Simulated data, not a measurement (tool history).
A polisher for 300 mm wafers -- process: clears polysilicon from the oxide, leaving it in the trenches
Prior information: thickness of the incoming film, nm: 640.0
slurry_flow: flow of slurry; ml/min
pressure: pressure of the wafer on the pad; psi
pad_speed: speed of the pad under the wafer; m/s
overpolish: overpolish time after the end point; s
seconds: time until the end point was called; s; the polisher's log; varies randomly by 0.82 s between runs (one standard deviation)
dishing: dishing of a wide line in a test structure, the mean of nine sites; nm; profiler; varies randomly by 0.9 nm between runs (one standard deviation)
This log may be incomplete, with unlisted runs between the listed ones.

run  hour  slurry_flow  pressure  pad_speed  overpolish  seconds  dishing
  1   0.0          250       2.5       0.82          23   77.875   51.699
  2   4.6          250       2.6       0.82          19   77.384   50.349
  3  11.9          250       2.6       0.82          10   77.518   42.678
  4  15.2          250       2.7       0.82           9   74.156   40.364
  5  20.1          250       2.2       0.82           9   87.420   40.157
  6  25.6          250       2.4       0.82           8   80.542   40.287

Run 7 is up next; what results do you expect?
  7  34.3          250       2.6       0.82           8        ?        ?

Run 7 yielded seconds 77.491 s, dishing 39.848 nm.
